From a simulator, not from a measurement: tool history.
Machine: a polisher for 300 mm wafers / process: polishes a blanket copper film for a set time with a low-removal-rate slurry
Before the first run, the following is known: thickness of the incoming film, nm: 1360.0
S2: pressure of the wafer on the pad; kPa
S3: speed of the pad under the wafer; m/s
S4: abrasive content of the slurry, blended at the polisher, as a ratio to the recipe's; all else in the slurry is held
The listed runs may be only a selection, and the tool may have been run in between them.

run 1 hour=0 | flow_of_slurry_(ml/min)=215 S2=14.5 S3=1.42 S4=1 polishing_time_(s)=20 | film_removed_(nm)=57.252
run 2 hour=5.6 | flow_of_slurry_(ml/min)=215 S2=13.1 S3=1.4 S4=1 polishing_time_(s)=20 | film_removed_(nm)=51.317
run 3 hour=12.6 | flow_of_slurry_(ml/min)=215 S2=11 S3=1.4 S4=1 polishing_time_(s)=20 | film_removed_(nm)=43.4
run 4 hour=17.4 | flow_of_slurry_(ml/min)=215 S2=10.3 S3=1.4 S4=1 polishing_time_(s)=20 | film_removed_(nm)=40.455
run 5 hour=21.1 | flow_of_slurry_(ml/min)=215 S2=10.3 S3=1.72 S4=1 polishing_time_(s)=20 | film_removed_(nm)=49.349
run 6 hour=28.4 | flow_of_slurry_(ml/min)=215 S2=10.3 S3=1.72 S4=0.9 polishing_time_(s)=20 | film_removed_(nm)=47.167
run 7 hour=31.6 | flow_of_slurry_(ml/min)=215 S2=9.7 S3=1.7 S4=0.9 polishing_time_(s)=20 | film_removed_(nm)=43.722
run 8 hour=40.4 | flow_of_slurry_(ml/min)=215 S2=9.7 S3=1.7 S4=0.9 polishing_time_(s)=20 | film_removed_(nm)=44.035
run 9 hour=44.3 | flow_of_slurry_(ml/min)=215 S2=9 S3=1.68 S4=0.9 polishing_time_(s)=20 | film_removed_(nm)=40.475
run 10 hour=48.1 | flow_of_slurry_(ml/min)=215 S2=9 S3=1.66 S4=0.9 polishing_time_(s)=20 | film_removed_(nm)=39.39
run 11 hour=48.9 | flow_of_slurry_(ml/min)=215 S2=9 S3=1.66 S4=0.9 polishing_time_(s)=20 | film_removed_(nm)=39.967
run 12 hour=49.9 | flow_of_slurry_(ml/min)=215 S2=9 S3=1.64 S4=0.9 polishing_time_(s)=20 | film_removed_(nm)=39.153
run 13 hour=57.1 | flow_of_slurry_(ml/min)=210 S2=7.6 S3=1.62 S4=0.9 polishing_time_(s)=20 | film_removed_(nm)=33.226
run 14 hour=61 | flow_of_slurry_(ml/min)=205 S2=7.6 S3=1.62 S4=0.9 polishing_time_(s)=20 | film_removed_(nm)=33.321
run 15 hour=61.6 | flow_of_slurry_(ml/min)=205 S2=6.9 S3=1.6 S4=0.9 polishing_time_(s)=20 | film_removed_(nm)=30.191

Run 16 comes next. What will it give?
run 16 hour=65.5 | flow_of_slurry_(ml/min)=215 S2=6.9 S3=1.6 S4=0.9 polishing_time_(s)=20 | film_removed_(nm)=?

film removed (nm): 30.074
